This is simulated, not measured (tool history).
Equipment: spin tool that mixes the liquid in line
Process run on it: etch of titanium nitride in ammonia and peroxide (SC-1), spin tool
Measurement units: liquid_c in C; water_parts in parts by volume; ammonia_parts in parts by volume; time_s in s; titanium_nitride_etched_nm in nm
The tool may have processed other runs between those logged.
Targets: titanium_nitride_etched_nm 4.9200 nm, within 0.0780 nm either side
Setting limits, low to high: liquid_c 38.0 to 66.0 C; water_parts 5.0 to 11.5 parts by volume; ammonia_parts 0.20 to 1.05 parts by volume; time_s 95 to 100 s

{"run": 1, "day": 0.0, "liquid_c": 50.0, "water_parts": 6.5, "ammonia_parts": 0.55, "time_s": 95, "titanium_nitride_etched_nm": 10.899}
{"run": 2, "day": 0.058, "liquid_c": 57.0, "water_parts": 6.5, "ammonia_parts": 0.55, "time_s": 95, "titanium_nitride_etched_nm": 17.555}
{"run": 3, "day": 0.142, "liquid_c": 57.0, "water_parts": 5.0, "ammonia_parts": 0.55, "time_s": 95, "titanium_nitride_etched_nm": 19.826}
{"run": 4, "day": 0.233, "liquid_c": 51.0, "water_parts": 5.5, "ammonia_parts": 0.55, "time_s": 95, "titanium_nitride_etched_nm": 12.558}
{"run": 5, "day": 0.408, "liquid_c": 51.0, "water_parts": 5.5, "ammonia_parts": 0.4, "time_s": 95, "titanium_nitride_etched_nm": 11.867}
{"run": 6, "day": 0.671, "liquid_c": 47.0, "water_parts": 5.5, "ammonia_parts": 0.4, "time_s": 95, "titanium_nitride_etched_nm": 9.0715}
{"run": 7, "day": 0.804, "liquid_c": 44.0, "water_parts": 5.5, "ammonia_parts": 0.4, "time_s": 95, "titanium_nitride_etched_nm": 7.2959}
{"run": 8, "day": 0.9, "liquid_c": 42.0, "water_parts": 5.5, "ammonia_parts": 0.4, "time_s": 95, "titanium_nitride_etched_nm": 6.3297}
{"run": 9, "day": 1.042, "liquid_c": 41.0, "water_parts": 5.5, "ammonia_parts": 0.4, "time_s": 95, "titanium_nitride_etched_nm": 5.8524}
{"run": 10, "day": 1.204, "liquid_c": 40.0, "water_parts": 5.5, "ammonia_parts": 0.4, "time_s": 95, "titanium_nitride_etched_nm": 5.4581}
{"run": 11, "day": 1.254, "liquid_c": 39.5, "water_parts": 5.5, "ammonia_parts": 0.4, "time_s": 95, "titanium_nitride_etched_nm": 5.2788}
{"run": 12, "day": 1.321, "liquid_c": 39.0, "water_parts": 5.5, "ammonia_parts": 0.4, "time_s": 95, "titanium_nitride_etched_nm": 5.0528}

Which of these 4 next moves meets every target?
{"run": "A", "day": 1.388, "liquid_c": 38.5, "water_parts": 5.5, "ammonia_parts": 0.35, "time_s": 95, "titanium_nitride_etched_nm": "?"}
{"run": "B", "day": 1.388, "liquid_c": 38.0, "water_parts": 6.0, "ammonia_parts": 0.5, "time_s": 100, "titanium_nitride_etched_nm": "?"}
{"run": "C", "day": 1.388, "liquid_c": 39.0, "water_parts": 6.0, "ammonia_parts": 0.25, "time_s": 100, "titanium_nitride_etched_nm": "?"}
{"run": "D", "day": 1.388, "liquid_c": 39.5, "water_parts": 6.5, "ammonia_parts": 0.35, "time_s": 95, "titanium_nitride_etched_nm": "?"}

move=A titanium_nitride_etched_nm=4.7902
move=B titanium_nitride_etched_nm=4.9350
move=C titanium_nitride_etched_nm=4.7345
move=D titanium_nitride_etched_nm=4.7582
A: takes the result that was furthest off past its target
B: every result lands within tolerance
C: takes the result that was furthest off past its target
D: takes the result that was furthest off past its target
B meets every target.

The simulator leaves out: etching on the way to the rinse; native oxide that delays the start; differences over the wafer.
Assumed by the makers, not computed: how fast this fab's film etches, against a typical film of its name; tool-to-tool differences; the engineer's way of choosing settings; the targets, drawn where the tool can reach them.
